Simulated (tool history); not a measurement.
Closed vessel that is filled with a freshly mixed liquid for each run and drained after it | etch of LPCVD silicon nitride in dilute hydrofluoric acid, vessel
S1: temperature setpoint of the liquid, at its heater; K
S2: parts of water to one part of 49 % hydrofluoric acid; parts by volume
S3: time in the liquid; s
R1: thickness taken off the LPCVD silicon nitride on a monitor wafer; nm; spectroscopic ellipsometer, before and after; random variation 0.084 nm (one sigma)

run	hour	S1	S2	S3	R1
1	0	296.15	55	490	4.0618
2	2.3	298.15	50	490	5.0813
3	9.9	298.15	50	490	5.0921
4	11.9	298.15	50	355	3.7043
5	17.1	299.65	40	385	5.4402
6	24.4	300.65	35	385	6.7442

Forecast run 7:
7	28.2	301.65	35	385	?

Run 7 gave R1 7.2302 nm.
